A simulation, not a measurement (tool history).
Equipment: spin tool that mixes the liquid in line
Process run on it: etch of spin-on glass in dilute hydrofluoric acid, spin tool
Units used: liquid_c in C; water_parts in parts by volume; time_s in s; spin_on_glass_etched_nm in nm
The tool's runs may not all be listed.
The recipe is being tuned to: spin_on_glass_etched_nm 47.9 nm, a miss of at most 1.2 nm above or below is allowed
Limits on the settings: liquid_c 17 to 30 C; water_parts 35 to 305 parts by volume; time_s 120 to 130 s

run,hour,liquid_c,water_parts,time_s,spin_on_glass_etched_nm
1,0,22,170,120,32.803
2,1.6,25,170,120,36.599
3,6.7,25.5,170,120,37.155
4,7.6,25.5,125,120,54.037
5,15.5,29,125,120,61.458
6,18.2,29,125,120,62.043
# hour 24.6: thermometer replaced
7,24.6,28,125,120,55.154
8,28,28,125,120,55.214
9,30.1,27.5,125,120,54.737
10,34.4,27,125,120,53.17

Next run, 5 choices. One meets every target within its allowed miss, the rest don't. Which?
A,38.7,30,155,125,?
B,38.7,29.5,160,125,?
C,38.7,26.5,115,125,?
D,38.7,27,125,130,?
E,38.7,29,150,120,?

move,spin_on_glass_etched_nm
A,48.093
B,45.468
C,59.947
D,57.72
E,46.316
A: all results land within tolerance of their targets
B: carries the result that was furthest off beyond its target, to the other side
C: moves away from the targets compared with the last run
D: moves away from the targets compared with the last run
E: carries the result that was furthest off beyond its target, to the other side
The right move is A.
